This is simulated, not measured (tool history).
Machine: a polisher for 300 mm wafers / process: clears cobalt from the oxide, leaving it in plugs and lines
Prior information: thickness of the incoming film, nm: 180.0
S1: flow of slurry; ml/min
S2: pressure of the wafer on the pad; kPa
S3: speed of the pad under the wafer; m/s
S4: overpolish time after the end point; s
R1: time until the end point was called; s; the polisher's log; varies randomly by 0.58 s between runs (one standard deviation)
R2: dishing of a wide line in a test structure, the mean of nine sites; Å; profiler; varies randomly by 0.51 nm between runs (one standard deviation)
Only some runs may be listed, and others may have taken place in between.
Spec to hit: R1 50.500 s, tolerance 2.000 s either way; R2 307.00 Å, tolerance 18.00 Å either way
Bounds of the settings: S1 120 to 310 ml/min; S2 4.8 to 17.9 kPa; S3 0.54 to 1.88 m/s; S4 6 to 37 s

run  hour   S1    S2    S3  S4      R1      R2
  1   0.0  200  11.0  1.20  19  45.249  423.96
  2   3.3  200  11.0  1.20  12  44.718  317.49
  3   6.6  200  11.0  1.20   6  45.636  183.68
  4  12.4  200  11.0  1.20   7  44.826  202.46
  5  15.0  165  11.0  1.20   7  45.992  208.53
  6  17.8  165   9.0  1.20   7  52.864  177.05
  7  26.5  165   9.0  1.18   8  54.321  192.12
  8  34.3  165   9.0  1.18   9  54.163  224.56
  9  37.8  170   9.7  1.18  15  51.079  337.26

Exercise: of the 4 proposed moves below, exactly one satisfies all targets within the stated allowed misses. Which move is it?
  A  41.3  175  10.3  1.12  13   ?   ?
  B  41.3  175   9.7  1.18  11   ?   ?
  C  41.3  180   8.3  1.18  12   ?   ?
  D  41.3  130   9.0  1.20  14   ?   ?

move      R1      R2
   A  51.151  309.87
   B  51.264  272.09
   C  56.393  270.42
   D  55.566  307.91
A: every result lands within tolerance
B: pushes the last run's worst result past its target
C: pushes the last run's worst result past its target
D: meets the target for the result that was furthest off, but another lies outside its allowed miss
Move A is the one to make.
